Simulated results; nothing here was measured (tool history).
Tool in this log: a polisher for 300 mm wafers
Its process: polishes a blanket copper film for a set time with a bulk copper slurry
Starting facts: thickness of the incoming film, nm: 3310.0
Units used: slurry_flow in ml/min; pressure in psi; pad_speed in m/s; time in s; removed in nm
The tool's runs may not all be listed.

run 1 day=0 | slurry_flow=305 pressure=3.2 pad_speed=1.14 slurry_solids=1 time=111 | removed=1579.6
run 2 day=0.062 | slurry_flow=305 pressure=3.2 pad_speed=1.38 slurry_solids=1 time=111 | removed=1789
run 3 day=0.183 | slurry_flow=305 pressure=2.5 pad_speed=1.38 slurry_solids=1 time=111 | removed=1441.2
run 4 day=0.462 | slurry_flow=305 pressure=2.5 pad_speed=1.38 slurry_solids=1 time=111 | removed=1440.8
run 5 day=0.567 | slurry_flow=305 pressure=2.5 pad_speed=1.38 slurry_solids=1.1 time=111 | removed=1490.8
run 6 day=0.804 | slurry_flow=305 pressure=2.4 pad_speed=1.36 slurry_solids=1.1 time=111 | removed=1467.2
run 7 day=1.142 | slurry_flow=305 pressure=2.3 pad_speed=1.34 slurry_solids=1.1 time=111 | removed=1338.3

For run 8, what comes out?
run 8 day=1.304 | slurry_flow=305 pressure=2.2 pad_speed=1.34 slurry_solids=1.1 time=111 | removed=?

Logged for run 8: removed 1266.8 nm.

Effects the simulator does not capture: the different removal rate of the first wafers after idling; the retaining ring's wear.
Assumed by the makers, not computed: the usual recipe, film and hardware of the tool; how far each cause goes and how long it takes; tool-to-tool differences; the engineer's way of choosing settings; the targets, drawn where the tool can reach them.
